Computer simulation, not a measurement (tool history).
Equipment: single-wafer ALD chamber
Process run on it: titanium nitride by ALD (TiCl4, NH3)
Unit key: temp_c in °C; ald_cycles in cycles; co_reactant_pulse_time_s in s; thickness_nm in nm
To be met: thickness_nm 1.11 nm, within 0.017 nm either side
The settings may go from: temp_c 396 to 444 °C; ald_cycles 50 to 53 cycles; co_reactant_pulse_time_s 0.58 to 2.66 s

run    day  temp_c  ald_cycles  co_reactant_pulse_time_s  thickness_nm
  1      0     420          53                      1.62         1.197
  2  0.162     427          53                      1.62        1.1849
  3  0.192     419          53                      1.62        1.1843
  4  0.404     418          52                      1.46        1.1563
  5  0.625     418          52                      1.43        1.1543
  6  0.975     418          52                       1.4        1.1531
  7  1.246     418          52                      1.38        1.1519
  8   1.35     418          52                      1.36        1.1554
  9  1.438     412          50                       0.9        1.0794

Consider the 4 candidate settings below. Which is the only one whose results all fall within their allowed miss of target?
  A  1.525     420          51                      0.95             ?
  B  1.525     419          53                      0.85             ?
  C  1.525     409          53                      1.03             ?
  D  1.525     401          52                      0.61             ?

move  thickness_nm
   A        1.1043
   B        1.1383
   C         1.141
   D        1.0497
A: all results land within tolerance of their targets
B: carries the result that was furthest off beyond its target, to the other side
C: carries the result that was furthest off beyond its target, to the other side
D: the biggest miss grows against the last run
So the answer is move A, the one that meets all the targets.

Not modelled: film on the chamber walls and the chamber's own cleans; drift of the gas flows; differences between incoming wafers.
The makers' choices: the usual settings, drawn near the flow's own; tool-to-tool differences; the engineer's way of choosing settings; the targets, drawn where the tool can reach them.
